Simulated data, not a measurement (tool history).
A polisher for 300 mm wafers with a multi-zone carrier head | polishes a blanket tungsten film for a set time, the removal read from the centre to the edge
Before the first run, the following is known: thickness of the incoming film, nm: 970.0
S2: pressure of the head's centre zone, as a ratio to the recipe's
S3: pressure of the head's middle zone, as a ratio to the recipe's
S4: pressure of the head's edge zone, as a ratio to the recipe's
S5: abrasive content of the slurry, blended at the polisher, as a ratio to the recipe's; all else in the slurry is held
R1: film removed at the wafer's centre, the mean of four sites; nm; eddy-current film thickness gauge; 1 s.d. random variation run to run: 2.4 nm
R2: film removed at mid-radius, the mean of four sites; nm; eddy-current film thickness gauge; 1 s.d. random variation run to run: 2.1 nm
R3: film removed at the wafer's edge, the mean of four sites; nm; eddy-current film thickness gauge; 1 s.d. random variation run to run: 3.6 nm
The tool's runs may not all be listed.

{"run": 1, "hour": 0.0, "flow of slurry (ml/min)": 275, "S2": 1, "S3": 1, "S4": 1, "S5": 1, "polishing time (s)": 57, "R1": 218.07, "R2": 218.92, "R3": 217.47}
{"run": 2, "hour": 5.3, "flow of slurry (ml/min)": 275, "S2": 1, "S3": 1, "S4": 1, "S5": 0.8, "polishing time (s)": 57, "R1": 203.03, "R2": 207.4, "R3": 205.61}
{"run": 3, "hour": 13.7, "flow of slurry (ml/min)": 280, "S2": 0.99, "S3": 1.05, "S4": 1.02, "S5": 0.9, "polishing time (s)": 58, "R1": 214.38, "R2": 225.05, "R3": 214.34}
{"run": 4, "hour": 15.8, "flow of slurry (ml/min)": 280, "S2": 0.99, "S3": 1.05, "S4": 0.94, "S5": 0.9, "polishing time (s)": 58, "R1": 211.76, "R2": 225.03, "R3": 203.07}
{"run": 5, "hour": 24.6, "flow of slurry (ml/min)": 280, "S2": 0.99, "S3": 1.05, "S4": 0.94, "S5": 1, "polishing time (s)": 58, "R1": 219.5, "R2": 234.57, "R3": 212.36}
{"run": 6, "hour": 27.9, "flow of slurry (ml/min)": 285, "S2": 0.97, "S3": 1.08, "S4": 0.97, "S5": 1.05, "polishing time (s)": 58, "R1": 215.79, "R2": 241.66, "R3": 218.78}
{"run": 7, "hour": 31.4, "flow of slurry (ml/min)": 290, "S2": 0.97, "S3": 1.11, "S4": 0.99, "S5": 1.1, "polishing time (s)": 58, "R1": 219.5, "R2": 248.8, "R3": 220.52}
{"run": 8, "hour": 35.0, "flow of slurry (ml/min)": 290, "S2": 0.96, "S3": 1.13, "S4": 1, "S5": 1.15, "polishing time (s)": 58, "R1": 213.24, "R2": 252.35, "R3": 227.06}
{"run": 9, "hour": 42.8, "flow of slurry (ml/min)": 300, "S2": 0.96, "S3": 1.15, "S4": 1, "S5": 1.2, "polishing time (s)": 58, "R1": 219.13, "R2": 263.69, "R3": 229.03}

For run 10, what comes out?
{"run": 10, "hour": 47.7, "flow of slurry (ml/min)": 310, "S2": 0.96, "S3": 1.16, "S4": 1.01, "S5": 1.25, "polishing time (s)": 58, "R1": "?", "R2": "?", "R3": "?"}

R1: 224.53 nm
R2: 269.21 nm
R3: 241.28 nm
